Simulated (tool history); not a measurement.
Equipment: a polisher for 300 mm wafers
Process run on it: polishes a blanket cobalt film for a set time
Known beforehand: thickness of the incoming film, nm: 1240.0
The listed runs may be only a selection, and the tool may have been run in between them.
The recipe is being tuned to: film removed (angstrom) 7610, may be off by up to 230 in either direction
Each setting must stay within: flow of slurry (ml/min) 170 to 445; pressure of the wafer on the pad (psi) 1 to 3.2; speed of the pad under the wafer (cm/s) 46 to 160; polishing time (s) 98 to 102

run,hour,flow of slurry (ml/min),pressure of the wafer on the pad (psi),speed of the pad under the wafer (cm/s),polishing time (s),film removed (angstrom)
1,0,285,2.1,102,98,5397.7
2,3.7,285,1.9,102,98,4969.7
3,12.3,285,2.1,102,98,5498.5
4,13.1,285,2.4,102,98,6254.6
5,17.2,285,2.5,102,98,6550.9
6,20.7,285,2.6,102,98,6737.1
7,26.1,285,2.7,102,98,7037.9
8,31.6,290,2.8,102,98,7256.1

5 next moves are on the table. One of them brings every result within its allowed miss. Which?
A,37.1,270,2.9,86,98,?
B,37.1,315,2.7,102,99,?
C,37.1,295,2.6,100,100,?
D,37.1,330,2.6,98,102,?
E,37.1,275,2.8,102,102,?

move,film removed (angstrom)
A,6582.3
B,7146.6
C,6811.5
D,6915
E,7526.8
A: further off than the last run
B: further off than the last run
C: further off than the last run
D: further off than the last run
E: all results land within tolerance of their targets
So the answer is move E, the one that meets all the targets.
